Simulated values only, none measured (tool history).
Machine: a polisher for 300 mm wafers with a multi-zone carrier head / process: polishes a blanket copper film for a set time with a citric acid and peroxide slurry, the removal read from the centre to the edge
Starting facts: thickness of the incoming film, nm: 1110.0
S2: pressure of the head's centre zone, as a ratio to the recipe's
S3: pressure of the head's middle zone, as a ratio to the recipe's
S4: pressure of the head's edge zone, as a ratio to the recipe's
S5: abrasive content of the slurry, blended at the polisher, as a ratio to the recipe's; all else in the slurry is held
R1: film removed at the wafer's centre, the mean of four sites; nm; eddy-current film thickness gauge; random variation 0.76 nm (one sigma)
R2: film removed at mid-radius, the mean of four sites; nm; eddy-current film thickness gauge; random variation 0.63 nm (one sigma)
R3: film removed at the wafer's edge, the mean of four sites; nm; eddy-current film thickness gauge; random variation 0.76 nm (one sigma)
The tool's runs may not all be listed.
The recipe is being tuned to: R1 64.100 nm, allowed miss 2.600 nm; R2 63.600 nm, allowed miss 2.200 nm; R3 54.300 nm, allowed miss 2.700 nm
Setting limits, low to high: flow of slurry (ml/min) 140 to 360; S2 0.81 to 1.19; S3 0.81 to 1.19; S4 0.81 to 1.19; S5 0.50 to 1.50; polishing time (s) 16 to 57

{"run": 1, "hour": 0.0, "flow of slurry (ml/min)": 230, "S2": 1.0, "S3": 1.0, "S4": 1.0, "S5": 1.0, "polishing time (s)": 36, "R1": 79.478, "R2": 82.025, "R3": 80.054}
{"run": 2, "hour": 1.1, "flow of slurry (ml/min)": 230, "S2": 1.06, "S3": 1.0, "S4": 1.0, "S5": 1.0, "polishing time (s)": 36, "R1": 84.899, "R2": 82.309, "R3": 78.579}
{"run": 3, "hour": 5.7, "flow of slurry (ml/min)": 260, "S2": 1.06, "S3": 1.0, "S4": 1.0, "S5": 1.0, "polishing time (s)": 36, "R1": 85.554, "R2": 81.976, "R3": 79.925}
{"run": 4, "hour": 10.9, "flow of slurry (ml/min)": 260, "S2": 1.12, "S3": 1.0, "S4": 1.0, "S5": 1.0, "polishing time (s)": 36, "R1": 91.143, "R2": 83.437, "R3": 80.385}
{"run": 5, "hour": 17.7, "flow of slurry (ml/min)": 260, "S2": 1.12, "S3": 1.0, "S4": 1.0, "S5": 1.0, "polishing time (s)": 44, "R1": 109.1, "R2": 101.24, "R3": 96.547}
{"run": 6, "hour": 21.7, "flow of slurry (ml/min)": 260, "S2": 1.17, "S3": 1.0, "S4": 1.0, "S5": 1.0, "polishing time (s)": 44, "R1": 116.63, "R2": 100.3, "R3": 96.075}
{"run": 7, "hour": 23.3, "flow of slurry (ml/min)": 250, "S2": 1.14, "S3": 1.01, "S4": 0.96, "S5": 0.9, "polishing time (s)": 40, "R1": 100.03, "R2": 88.156, "R3": 83.892}
{"run": 8, "hour": 28.5, "flow of slurry (ml/min)": 250, "S2": 1.14, "S3": 1.01, "S4": 0.96, "S5": 0.9, "polishing time (s)": 40, "R1": 97.313, "R2": 88.241, "R3": 85.643}
{"run": 9, "hour": 36.2, "flow of slurry (ml/min)": 245, "S2": 1.15, "S3": 1.05, "S4": 0.94, "S5": 0.9, "polishing time (s)": 36, "R1": 88.219, "R2": 80.729, "R3": 74.67}
{"run": 10, "hour": 41.4, "flow of slurry (ml/min)": 240, "S2": 1.15, "S3": 1.08, "S4": 0.91, "S5": 0.8, "polishing time (s)": 34, "R1": 81.453, "R2": 74.851, "R3": 69.103}
{"run": 11, "hour": 42.7, "flow of slurry (ml/min)": 240, "S2": 1.15, "S3": 1.11, "S4": 0.89, "S5": 0.75, "polishing time (s)": 32, "R1": 73.909, "R2": 72.741, "R3": 60.676}
{"run": 12, "hour": 48.6, "flow of slurry (ml/min)": 235, "S2": 1.14, "S3": 1.1, "S4": 0.88, "S5": 0.7, "polishing time (s)": 32, "R1": 71.517, "R2": 69.972, "R3": 60.059}
{"run": 13, "hour": 49.6, "flow of slurry (ml/min)": 235, "S2": 1.14, "S3": 1.1, "S4": 0.87, "S5": 0.65, "polishing time (s)": 32, "R1": 70.247, "R2": 67.9, "R3": 58.383}
{"run": 14, "hour": 53.7, "flow of slurry (ml/min)": 205, "S2": 1.09, "S3": 1.08, "S4": 0.81, "S5": 0.55, "polishing time (s)": 32, "R1": 59.52, "R2": 60.751, "R3": 52.139}
{"run": 15, "hour": 60.4, "flow of slurry (ml/min)": 215, "S2": 1.1, "S3": 1.08, "S4": 0.81, "S5": 0.55, "polishing time (s)": 32, "R1": 63.09, "R2": 61.06, "R3": 51.298}
{"run": 16, "hour": 65.0, "flow of slurry (ml/min)": 215, "S2": 1.1, "S3": 1.08, "S4": 0.82, "S5": 0.55, "polishing time (s)": 32, "R1": 62.539, "R2": 61.19, "R3": 51.223}
{"run": 17, "hour": 68.4, "flow of slurry (ml/min)": 215, "S2": 1.1, "S3": 1.08, "S4": 0.84, "S5": 0.55, "polishing time (s)": 32, "R1": 63.042, "R2": 60.527, "R3": 53.124}
{"run": 18, "hour": 75.9, "flow of slurry (ml/min)": 220, "S2": 1.1, "S3": 1.09, "S4": 0.84, "S5": 0.55, "polishing time (s)": 32, "R1": 61.005, "R2": 61.995, "R3": 52.256}
{"run": 19, "hour": 78.2, "flow of slurry (ml/min)": 220, "S2": 1.11, "S3": 1.09, "S4": 0.85, "S5": 0.55, "polishing time (s)": 32, "R1": 62.698, "R2": 60.949, "R3": 52.402}

Which of these 4 next moves meets every target?
{"run": "A", "hour": 80.5, "flow of slurry (ml/min)": 170, "S2": 0.98, "S3": 1.03, "S4": 0.96, "S5": 0.65, "polishing time (s)": 34, "R1": "?", "R2": "?", "R3": "?"}
{"run": "B", "hour": 80.5, "flow of slurry (ml/min)": 235, "S2": 1.1, "S3": 1.08, "S4": 0.85, "S5": 0.6, "polishing time (s)": 32, "R1": "?", "R2": "?", "R3": "?"}
{"run": "C", "hour": 80.5, "flow of slurry (ml/min)": 295, "S2": 1.06, "S3": 1.17, "S4": 0.81, "S5": 0.55, "polishing time (s)": 33, "R1": "?", "R2": "?", "R3": "?"}
{"run": "D", "hour": 80.5, "flow of slurry (ml/min)": 275, "S2": 0.98, "S3": 1.19, "S4": 0.89, "S5": 0.6, "polishing time (s)": 31, "R1": "?", "R2": "?", "R3": "?"}

move=A R1=60.318 R2=64.252 R3=60.856
move=B R1=65.511 R2=63.924 R3=54.840
move=C R1=64.540 R2=69.277 R3=54.440
move=D R1=57.760 R2=68.053 R3=54.831
A: the furthest-off result lands on target, but another misses its tolerance
B: each result inside its tolerance
C: carries the result that was furthest off beyond its target, to the other side
D: carries the result that was furthest off beyond its target, to the other side
Move B is the one to make.
